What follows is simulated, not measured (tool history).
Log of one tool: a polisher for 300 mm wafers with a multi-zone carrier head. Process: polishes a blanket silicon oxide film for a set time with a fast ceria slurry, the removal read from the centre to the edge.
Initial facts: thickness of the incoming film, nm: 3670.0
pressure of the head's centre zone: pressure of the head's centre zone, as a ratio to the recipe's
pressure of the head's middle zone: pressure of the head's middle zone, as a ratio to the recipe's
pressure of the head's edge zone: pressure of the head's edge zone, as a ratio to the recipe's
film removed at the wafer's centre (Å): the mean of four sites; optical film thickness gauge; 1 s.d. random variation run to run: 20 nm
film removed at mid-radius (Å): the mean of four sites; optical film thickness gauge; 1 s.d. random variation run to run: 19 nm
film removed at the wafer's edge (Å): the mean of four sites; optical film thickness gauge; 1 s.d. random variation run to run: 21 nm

| run | hour | flow of slurry (ml/min) | pressure of the head's centre zone | pressure of the head's middle zone | pressure of the head's edge zone | polishing time (s) | film removed at the wafer's centre (Å) | film removed at mid-radius (Å) | film removed at the wafer's edge (Å) |
|---|---|---|---|---|---|---|---|---|---|
| 1 | 0.0 | 205 | 1.00 | 1.00 | 1.00 | 66 | 12708 | 13414 | 13662 |
| 2 | 3.4 | 180 | 1.00 | 1.00 | 1.00 | 66 | 12374 | 13243 | 13670 |
| 3 | 8.2 | 175 | 0.99 | 1.00 | 1.02 | 70 | 12548 | 13941 | 14405 |
| 4 | 15.0 | 175 | 0.99 | 1.07 | 1.02 | 70 | 12881 | 14397 | 14598 |
| 5 | 21.0 | 175 | 0.99 | 1.06 | 1.05 | 73 | 13709 | 15157 | 14930 |
| 6 | 25.7 | 175 | 0.99 | 1.06 | 1.05 | 80 | 14653 | 16943 | 16936 |
| 7 | 33.9 | 170 | 0.99 | 1.02 | 1.06 | 82 | 15589 | 16601 | 16987 |

For run 8, what comes out?
| 8 | 39.8 | 170 | 0.99 | 1.02 | 1.06 | 82 | ? | ? | ? |

Run 8 produced film removed at the wafer's centre (Å) 15230, film removed at mid-radius (Å) 16734, film removed at the wafer's edge (Å) 17015.
